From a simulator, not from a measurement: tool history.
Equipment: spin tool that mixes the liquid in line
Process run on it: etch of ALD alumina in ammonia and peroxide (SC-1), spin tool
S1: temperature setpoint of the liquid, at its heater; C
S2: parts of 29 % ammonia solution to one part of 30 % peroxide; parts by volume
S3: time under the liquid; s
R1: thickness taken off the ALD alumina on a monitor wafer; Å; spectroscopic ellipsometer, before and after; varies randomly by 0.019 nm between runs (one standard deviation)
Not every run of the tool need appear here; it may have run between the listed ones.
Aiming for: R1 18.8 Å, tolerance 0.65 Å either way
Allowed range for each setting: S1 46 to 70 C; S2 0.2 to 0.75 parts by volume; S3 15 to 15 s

run,hour,S1,S2,S3,R1
1,0,62,0.45,15,15.077
2,7.6,62,0.55,15,15.305
3,16.1,63,0.55,15,16.235
4,20.8,57,0.55,15,11.853
5,23.4,59,0.55,15,13.175
6,30.4,59,0.7,15,13.641
7,38.2,60.5,0.7,15,14.753
8,45.3,61.5,0.7,15,15.235
9,52.1,62.5,0.7,15,16.314
10,60,63,0.7,15,16.246
11,65.5,66.5,0.7,15,19.731

Of the 5 settings listed for the next run, only one would bring every result within its allowed miss of target. Which one?
A,71,64,0.75,15,?
B,71,64,0.7,15,?
C,71,68,0.7,15,?
D,71,63.5,0.7,15,?
E,71,65.5,0.75,15,?

move,R1
A,17.494
B,17.381
C,21.17
D,16.951
E,18.849
A: takes the result that was furthest off past its target
B: takes the result that was furthest off past its target
C: its largest miss is bigger than the last run's
D: takes the result that was furthest off past its target
E: all results in spec
Answer: E
